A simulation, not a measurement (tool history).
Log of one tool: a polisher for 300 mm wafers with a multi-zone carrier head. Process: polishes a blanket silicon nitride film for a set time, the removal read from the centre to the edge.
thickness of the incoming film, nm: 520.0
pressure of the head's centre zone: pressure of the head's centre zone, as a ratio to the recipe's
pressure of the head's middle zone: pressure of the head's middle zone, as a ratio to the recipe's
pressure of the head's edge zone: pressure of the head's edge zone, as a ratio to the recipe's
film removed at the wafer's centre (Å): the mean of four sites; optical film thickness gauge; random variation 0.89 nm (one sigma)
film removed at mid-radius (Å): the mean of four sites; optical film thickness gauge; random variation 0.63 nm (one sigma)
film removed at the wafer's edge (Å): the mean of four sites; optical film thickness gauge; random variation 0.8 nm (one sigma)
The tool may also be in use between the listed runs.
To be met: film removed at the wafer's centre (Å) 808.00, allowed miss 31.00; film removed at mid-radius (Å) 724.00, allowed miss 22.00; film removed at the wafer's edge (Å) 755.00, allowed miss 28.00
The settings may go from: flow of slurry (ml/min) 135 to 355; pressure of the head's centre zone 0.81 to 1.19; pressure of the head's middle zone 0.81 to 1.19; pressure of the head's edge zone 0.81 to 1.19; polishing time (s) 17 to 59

run    day  flow of slurry (ml/min)  pressure of the head's centre zone  pressure of the head's middle zone  pressure of the head's edge zone  polishing time (s)  film removed at the wafer's centre (Å)  film removed at mid-radius (Å)  film removed at the wafer's edge (Å)
  1  0.000                      225                                1.00                                1.00                              1.00                  38                                  558.70                          568.38                                571.67
  2  0.358                      175                                1.00                                1.00                              1.00                  38                                  542.43                          542.74                                567.89
  3  0.404                      175                                1.00                                1.08                              1.00                  38                                  547.12                          577.53                                571.43
  4  0.708                      175                                1.00                                1.14                              1.00                  38                                  550.01                          604.34                                560.40
  5  0.825                      175                                1.00                                1.19                              1.00                  38                                  548.75                          640.82                                560.08
  6  0.858                      175                                1.00                                1.19                              1.07                  38                                  541.34                          634.26                                569.49
  7  0.962                      180                                1.04                                1.15                              1.09                  41                                  611.71                          668.47                                615.95
  8  1.075                      180                                1.07                                1.11                              1.10                  43                                  653.90                          677.39                                673.31
  9  1.429                      195                                1.11                                1.10                              1.10                  44                                  728.28                          684.86                                687.82
 10  1.612                      200                                1.12                                1.09                              1.12                  45                                  737.39                          712.36                                719.06
 11  1.862                      205                                1.14                                1.08                              1.13                  45                                  754.46                          712.81                                706.59

Which of these 5 next moves meets every target?
  A  2.112                      205                                1.03                                1.05                              1.13                  48                                       ?                               ?                                     ?
  B  2.112                      185                                1.17                                1.13                              0.99                  47                                       ?                               ?                                     ?
  C  2.112                      185                                1.16                                1.05                              1.14                  48                                       ?                               ?                                     ?
  D  2.112                      260                                1.09                                1.16                              1.09                  42                                       ?                               ?                                     ?
  E  2.112                      230                                1.18                                1.11                              1.06                  42                                       ?                               ?                                     ?

move  film removed at the wafer's centre (Å)  film removed at mid-radius (Å)  film removed at the wafer's edge (Å)
   A                                  734.32                          733.26                                766.54
   B                                  804.35                          752.77                                694.41
   C                                  813.94                          721.88                                761.56
   D                                  703.53                          719.50                                672.28
   E                                  749.66                          682.56                                656.26
A: brings the result that was furthest off to its target, and leaves another outside
B: further off than the last run
C: meets every target
D: further off than the last run
E: further off than the last run
Move C is the one to make.
